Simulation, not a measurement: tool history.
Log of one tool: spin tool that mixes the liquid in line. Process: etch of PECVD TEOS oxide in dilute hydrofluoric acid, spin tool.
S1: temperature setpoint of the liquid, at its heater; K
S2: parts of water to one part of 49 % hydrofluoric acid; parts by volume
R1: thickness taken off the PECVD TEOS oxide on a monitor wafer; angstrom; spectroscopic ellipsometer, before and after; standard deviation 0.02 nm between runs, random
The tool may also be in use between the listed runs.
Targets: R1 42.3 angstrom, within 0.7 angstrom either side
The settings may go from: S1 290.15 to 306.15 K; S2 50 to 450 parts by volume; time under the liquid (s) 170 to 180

run 1 hour=0 | S1=298.15 S2=250 time_under_the_liquid_(s)=170 | R1=83.331
run 2 hour=6.9 | S1=299.65 S2=250 time_under_the_liquid_(s)=170 | R1=87.067
run 3 hour=9.9 | S1=299.65 S2=210 time_under_the_liquid_(s)=170 | R1=108.62
run 4 hour=10.5 | S1=298.15 S2=225 time_under_the_liquid_(s)=170 | R1=95.259
run 5 hour=17 | S1=298.15 S2=275 time_under_the_liquid_(s)=170 | R1=74.134
run 6 hour=21 | S1=301.15 S2=275 time_under_the_liquid_(s)=170 | R1=80.851
run 7 hour=23.9 | S1=301.15 S2=275 time_under_the_liquid_(s)=170 | R1=82.079
run 8 hour=32.8 | S1=299.65 S2=285 time_under_the_liquid_(s)=170 | R1=73.501
run 9 hour=36.5 | S1=298.15 S2=290 time_under_the_liquid_(s)=170 | R1=68.669
run 10 hour=45.2 | S1=297.15 S2=295 time_under_the_liquid_(s)=170 | R1=65.674
run 11 hour=53.7 | S1=296.15 S2=300 time_under_the_liquid_(s)=170 | R1=61.458
run 12 hour=60.8 | S1=292.15 S2=335 time_under_the_liquid_(s)=170 | R1=46.314
run 13 hour=62.4 | S1=291.65 S2=335 time_under_the_liquid_(s)=170 | R1=45.456

Which of these 4 next moves meets every target?
run A hour=64 | S1=290.15 S2=330 time_under_the_liquid_(s)=170 | R1=?
run B hour=64 | S1=290.15 S2=355 time_under_the_liquid_(s)=180 | R1=?
run C hour=64 | S1=294.15 S2=335 time_under_the_liquid_(s)=170 | R1=?
run D hour=64 | S1=292.15 S2=350 time_under_the_liquid_(s)=170 | R1=?

move=A R1=43.659
move=B R1=42.112
move=C R1=49.527
move=D R1=43.57
A: nearer the targets than the last run, but a result is still out of spec
B: meets every target
C: moves away from the targets compared with the last run
D: nearer the targets than the last run, but a result is still out of spec
B meets every target.

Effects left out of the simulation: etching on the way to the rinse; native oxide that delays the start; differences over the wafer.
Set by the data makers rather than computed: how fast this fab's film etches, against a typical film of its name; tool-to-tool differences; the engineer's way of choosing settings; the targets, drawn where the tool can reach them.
